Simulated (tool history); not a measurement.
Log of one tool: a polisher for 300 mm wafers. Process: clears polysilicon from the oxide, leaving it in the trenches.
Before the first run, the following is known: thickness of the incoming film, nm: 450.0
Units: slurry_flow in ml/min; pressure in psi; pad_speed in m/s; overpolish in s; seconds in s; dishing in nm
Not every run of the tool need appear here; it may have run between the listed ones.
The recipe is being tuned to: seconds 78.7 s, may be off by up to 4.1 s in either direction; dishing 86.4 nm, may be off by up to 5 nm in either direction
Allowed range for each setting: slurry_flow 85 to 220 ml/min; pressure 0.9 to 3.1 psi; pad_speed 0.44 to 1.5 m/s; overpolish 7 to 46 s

run,hour,slurry_flow,pressure,pad_speed,overpolish,seconds,dishing
1,0,140,2,0.96,24,54.814,85.192
2,8.9,140,1.9,0.96,25,57.212,85.798
3,15,140,1.9,0.96,15,56.982,71.406
4,16.2,140,1.8,0.96,17,61.738,72.361
5,18.1,140,1.8,0.96,19,61.314,76.354
6,20.1,140,1.8,0.96,20,60.298,77.671
7,28.7,140,1.7,0.96,21,64.715,77.3
8,31.5,140,1.7,0.96,22,64.475,78.544
9,40.3,140,1.7,0.96,23,64.012,82.047

4 candidate next runs follow, results not yet known. Just one meets every target within its allowed miss. Identify it.
A,49.1,145,1.5,1.12,19,?,?
B,49.1,140,1.7,0.74,35,?,?
C,49.1,135,1.5,0.78,25,?,?
D,49.1,135,1.3,0.94,25,?,?

move,seconds,dishing
A,63.573,74.61
B,79.064,83.845
C,86.113,73.784
D,85.15,74.106
A: about as far from the targets as the last run
B: hits every target within its allowed miss
C: moves the result that the last run missed by most past its target, out the other side
D: moves the result that the last run missed by most past its target, out the other side
Correct choice: B, which meets every target

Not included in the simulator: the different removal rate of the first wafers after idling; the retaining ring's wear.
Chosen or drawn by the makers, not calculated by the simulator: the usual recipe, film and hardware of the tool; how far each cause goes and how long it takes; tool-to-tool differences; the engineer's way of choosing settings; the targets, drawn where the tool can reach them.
